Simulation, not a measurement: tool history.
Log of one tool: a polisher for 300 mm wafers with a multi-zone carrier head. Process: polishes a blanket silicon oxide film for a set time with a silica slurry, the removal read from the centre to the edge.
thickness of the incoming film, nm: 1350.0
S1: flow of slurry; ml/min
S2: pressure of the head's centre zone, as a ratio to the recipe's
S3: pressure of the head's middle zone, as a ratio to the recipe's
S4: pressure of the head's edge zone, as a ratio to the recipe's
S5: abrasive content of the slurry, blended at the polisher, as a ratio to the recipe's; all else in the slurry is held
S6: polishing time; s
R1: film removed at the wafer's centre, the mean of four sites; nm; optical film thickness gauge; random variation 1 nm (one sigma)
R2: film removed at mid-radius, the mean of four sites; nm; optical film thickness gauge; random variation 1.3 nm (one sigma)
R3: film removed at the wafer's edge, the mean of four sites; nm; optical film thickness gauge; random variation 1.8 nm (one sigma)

| run | hour | S1 | S2 | S3 | S4 | S5 | S6 | R1 | R2 | R3 |
|---|---|---|---|---|---|---|---|---|---|---|
| 1 | 0.0 | 175 | 1.00 | 1.00 | 1.00 | 1.00 | 65 | 213.11 | 226.47 | 220.60 |
| 2 | 6.4 | 175 | 1.00 | 1.06 | 1.00 | 1.00 | 65 | 213.21 | 235.01 | 222.44 |
| 3 | 13.2 | 170 | 0.99 | 1.03 | 0.98 | 0.95 | 65 | 208.02 | 219.99 | 210.21 |
| 4 | 16.8 | 165 | 0.96 | 1.01 | 0.97 | 0.90 | 65 | 193.86 | 211.48 | 203.24 |
| 5 | 18.7 | 160 | 0.95 | 0.98 | 0.95 | 0.85 | 65 | 186.56 | 199.69 | 195.67 |
| 6 | 24.1 | 155 | 0.94 | 0.96 | 0.93 | 0.80 | 65 | 176.50 | 186.67 | 185.31 |
| 7 | 27.4 | 155 | 0.94 | 0.96 | 0.93 | 0.80 | 65 | 177.23 | 182.75 | 184.78 |
| 8 | 30.6 | 155 | 0.94 | 0.96 | 0.93 | 0.80 | 65 | 176.15 | 183.51 | 183.81 |
| 9 | 35.5 | 150 | 0.93 | 0.95 | 0.91 | 0.80 | 65 | 174.25 | 185.08 | 182.55 |
| 10 | 41.8 | 145 | 0.92 | 0.93 | 0.90 | 0.80 | 65 | 170.71 | 177.46 | 179.43 |
| 11 | 49.3 | 140 | 0.91 | 0.92 | 0.89 | 0.80 | 65 | 167.68 | 176.34 | 180.37 |
| 12 | 56.3 | 140 | 0.91 | 0.91 | 0.88 | 0.80 | 65 | 168.27 | 175.13 | 178.08 |

Run 13 comes next. What will it give?
| 13 | 65.2 | 135 | 0.91 | 0.90 | 0.87 | 0.80 | 65 | ? | ? | ? |

{"run 13": {"R1": 168.06, "R2": 172.68, "R3": 178.95}}
